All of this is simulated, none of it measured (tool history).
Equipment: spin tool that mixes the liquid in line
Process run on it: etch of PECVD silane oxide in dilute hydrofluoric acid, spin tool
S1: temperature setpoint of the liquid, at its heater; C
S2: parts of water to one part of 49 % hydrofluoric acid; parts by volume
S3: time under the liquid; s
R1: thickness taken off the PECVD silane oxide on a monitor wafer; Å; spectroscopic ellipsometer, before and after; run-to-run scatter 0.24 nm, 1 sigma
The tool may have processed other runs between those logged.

run  hour    S1  S2  S3      R1
  1     0    21  55  20  160.49
  2     7    21  75  20  112.95
  3     9    23  65  20  144.15
  4  11.8  24.5  60  20  167.17
  5  20.5  25.5  55  20  190.94
  6  27.9  22.5  55  20  167.05
  7  36.1    24  50  20  201.46
  8  43.8    25  45  20  230.74
  9  46.3    26  45  20  244.61
 10  53.8  26.5  45  20  246.52
 11  59.2    27  45  20  252.19

Run 12 comes next. What will it give?
 12  59.9  27.5  45  20   ?

Run 12 measured R1 257.44 Å.
